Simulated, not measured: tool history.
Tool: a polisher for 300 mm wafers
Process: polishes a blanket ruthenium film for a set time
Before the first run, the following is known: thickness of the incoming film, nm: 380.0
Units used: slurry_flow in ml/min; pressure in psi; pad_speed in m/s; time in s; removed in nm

Run 1, day 0: slurry_flow 140 ml/min, pressure 1.7 psi, pad_speed 1.18 m/s, time 114 s. Result: removed 147.04 nm.
Run 2, day 0.221: slurry_flow 140 ml/min, pressure 1.9 psi, pad_speed 1.18 m/s, time 114 s. Result: removed 160.88 nm.
Run 3, day 0.483: slurry_flow 135 ml/min, pressure 1.7 psi, pad_speed 1.12 m/s, time 114 s. Result: removed 136.9 nm.
Run 4, day 0.546: slurry_flow 135 ml/min, pressure 1.7 psi, pad_speed 1.12 m/s, time 119 s. Result: removed 140.39 nm.
Run 5, day 0.792: slurry_flow 135 ml/min, pressure 1.7 psi, pad_speed 1.12 m/s, time 114 s. Result: removed 137.64 nm.
Run 6, day 0.871: slurry_flow 135 ml/min, pressure 1.7 psi, pad_speed 0.84 m/s, time 114 s. Result: removed 102.37 nm.
Run 7, day 0.971: slurry_flow 130 ml/min, pressure 1.6 psi, pad_speed 0.84 m/s, time 114 s. Result: removed 97.932 nm.
Run 8, day 1.079: slurry_flow 130 ml/min, pressure 1.5 psi, pad_speed 0.84 m/s, time 114 s. Result: removed 89.74 nm.
Run 9, day 1.388: slurry_flow 115 ml/min, pressure 1.1 psi, pad_speed 0.84 m/s, time 114 s. Result: removed 65.789 nm.
Run 10, day 1.512: slurry_flow 120 ml/min, pressure 1.1 psi, pad_speed 0.84 m/s, time 114 s. Result: removed 67.168 nm.

Run 11 is up next; what results do you expect?
Run 11, day 1.588: slurry_flow 125 ml/min, pressure 1.1 psi, pad_speed 0.84 m/s, time 114 s. Result: removed ?.

{"run 11": {"removed": 67.341}}
